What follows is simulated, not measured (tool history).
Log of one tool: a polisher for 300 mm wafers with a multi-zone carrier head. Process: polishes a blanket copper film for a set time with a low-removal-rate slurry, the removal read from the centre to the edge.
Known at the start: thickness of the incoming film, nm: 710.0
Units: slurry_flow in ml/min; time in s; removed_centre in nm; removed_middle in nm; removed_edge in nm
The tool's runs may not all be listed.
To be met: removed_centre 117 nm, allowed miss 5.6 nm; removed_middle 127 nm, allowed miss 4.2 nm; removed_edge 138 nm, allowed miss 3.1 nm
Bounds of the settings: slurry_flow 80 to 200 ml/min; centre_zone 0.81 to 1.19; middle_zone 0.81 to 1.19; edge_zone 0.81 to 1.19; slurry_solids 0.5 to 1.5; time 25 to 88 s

run 1 day=0 | slurry_flow=130 centre_zone=1 middle_zone=1 edge_zone=1 slurry_solids=1 time=56 | removed_centre=154.14 removed_middle=151.93 removed_edge=156.32
run 2 day=0.117 | slurry_flow=130 centre_zone=1 middle_zone=0.92 edge_zone=1 slurry_solids=1 time=56 | removed_centre=153.73 removed_middle=142.93 removed_edge=158.44
run 3 day=0.479 | slurry_flow=120 centre_zone=0.97 middle_zone=0.92 edge_zone=0.98 slurry_solids=0.95 time=56 | removed_centre=146.96 removed_middle=138 removed_edge=152.22
run 4 day=0.754 | slurry_flow=150 centre_zone=0.97 middle_zone=0.92 edge_zone=0.98 slurry_solids=0.95 time=56 | removed_centre=148.46 removed_middle=144.44 removed_edge=155.99
run 5 day=0.938 | slurry_flow=150 centre_zone=0.97 middle_zone=0.92 edge_zone=0.92 slurry_solids=0.95 time=56 | removed_centre=147.67 removed_middle=142.52 removed_edge=151.65
run 6 day=1.246 | slurry_flow=150 centre_zone=0.97 middle_zone=0.88 edge_zone=0.92 slurry_solids=0.95 time=56 | removed_centre=149.48 removed_middle=138.95 removed_edge=152.84
run 7 day=1.471 | slurry_flow=150 centre_zone=0.97 middle_zone=0.88 edge_zone=0.92 slurry_solids=0.95 time=56 | removed_centre=149.91 removed_middle=140.9 removed_edge=151.78
run 8 day=1.575 | slurry_flow=140 centre_zone=0.93 middle_zone=0.88 edge_zone=0.91 slurry_solids=0.9 time=56 | removed_centre=141.34 removed_middle=136.35 removed_edge=146.26
run 9 day=1.738 | slurry_flow=135 centre_zone=0.9 middle_zone=0.88 edge_zone=0.93 slurry_solids=0.85 time=56 | removed_centre=134.04 removed_middle=132.68 removed_edge=145.41
run 10 day=2.004 | slurry_flow=130 centre_zone=0.88 middle_zone=0.88 edge_zone=0.93 slurry_solids=0.85 time=56 | removed_centre=127.05 removed_middle=131.82 removed_edge=144.44
run 11 day=2.296 | slurry_flow=125 centre_zone=0.87 middle_zone=0.88 edge_zone=0.92 slurry_solids=0.85 time=56 | removed_centre=127.22 removed_middle=129.98 removed_edge=143.34
run 12 day=2.433 | slurry_flow=120 centre_zone=0.86 middle_zone=0.88 edge_zone=0.91 slurry_solids=0.85 time=56 | removed_centre=123.38 removed_middle=130.5 removed_edge=141.3
run 13 day=2.462 | slurry_flow=115 centre_zone=0.85 middle_zone=0.88 edge_zone=0.91 slurry_solids=0.85 time=56 | removed_centre=123.48 removed_middle=131.3 removed_edge=142.01

Which of these 5 next moves meets every target?
run A day=2.492 | slurry_flow=85 centre_zone=0.87 middle_zone=0.94 edge_zone=0.87 slurry_solids=1.1 time=55 | removed_centre=? removed_middle=? removed_edge=?
run B day=2.492 | slurry_flow=80 centre_zone=0.86 middle_zone=0.95 edge_zone=0.99 slurry_solids=1.15 time=53 | removed_centre=? removed_middle=? removed_edge=?
run C day=2.492 | slurry_flow=100 centre_zone=0.95 middle_zone=0.85 edge_zone=0.93 slurry_solids=0.85 time=57 | removed_centre=? removed_middle=? removed_edge=?
run D day=2.492 | slurry_flow=110 centre_zone=0.93 middle_zone=0.91 edge_zone=0.87 slurry_solids=0.75 time=59 | removed_centre=? removed_middle=? removed_edge=?
run E day=2.492 | slurry_flow=130 centre_zone=0.81 middle_zone=0.84 edge_zone=0.83 slurry_solids=0.8 time=57 | removed_centre=? removed_middle=? removed_edge=?

move=A removed_centre=122.06 removed_middle=132.98 removed_edge=141.8
move=B removed_centre=115.76 removed_middle=128.95 removed_edge=145.5
move=C removed_centre=134.07 removed_middle=122.78 removed_edge=144.68
move=D removed_centre=134.1 removed_middle=131.95 removed_edge=141.91
move=E removed_centre=119.02 removed_middle=126 removed_edge=139.97
A: further off than the last run
B: further off than the last run
C: further off than the last run
D: further off than the last run
E: meets every target
Answer: E
